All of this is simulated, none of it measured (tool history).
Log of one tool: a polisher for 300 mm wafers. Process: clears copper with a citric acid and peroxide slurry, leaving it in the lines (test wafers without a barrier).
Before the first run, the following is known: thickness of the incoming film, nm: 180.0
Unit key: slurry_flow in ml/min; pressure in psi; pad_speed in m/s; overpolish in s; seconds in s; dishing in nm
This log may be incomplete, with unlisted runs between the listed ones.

{"run": 1, "hour": 0.0, "slurry_flow": 120, "pressure": 2.6, "pad_speed": 0.9, "slurry_solids": 1.0, "overpolish": 10, "seconds": 134.26, "dishing": 10.242}
{"run": 2, "hour": 5.1, "slurry_flow": 120, "pressure": 2.6, "pad_speed": 0.9, "slurry_solids": 0.8, "overpolish": 10, "seconds": 140.28, "dishing": 9.3881}
{"run": 3, "hour": 9.5, "slurry_flow": 145, "pressure": 2.6, "pad_speed": 0.9, "slurry_solids": 0.8, "overpolish": 10, "seconds": 135.87, "dishing": 9.8158}
{"run": 4, "hour": 17.7, "slurry_flow": 145, "pressure": 2.9, "pad_speed": 0.9, "slurry_solids": 0.8, "overpolish": 10, "seconds": 127.93, "dishing": 11.001}
{"hour": 19.3, "done": "worn pad replaced by a new one"}
{"run": 5, "hour": 19.3, "slurry_flow": 145, "pressure": 2.9, "pad_speed": 0.98, "slurry_solids": 0.8, "overpolish": 10, "seconds": 108.06, "dishing": 13.008}
{"run": 6, "hour": 20.1, "slurry_flow": 145, "pressure": 2.9, "pad_speed": 0.98, "slurry_solids": 0.8, "overpolish": 12, "seconds": 109.61, "dishing": 15.17}

Predict the results of run 7:
{"run": 7, "hour": 24.4, "slurry_flow": 145, "pressure": 3.0, "pad_speed": 0.98, "slurry_solids": 0.8, "overpolish": 11, "seconds": "?", "dishing": "?"}

seconds: 103.66 s
dishing: 14.5000 nm
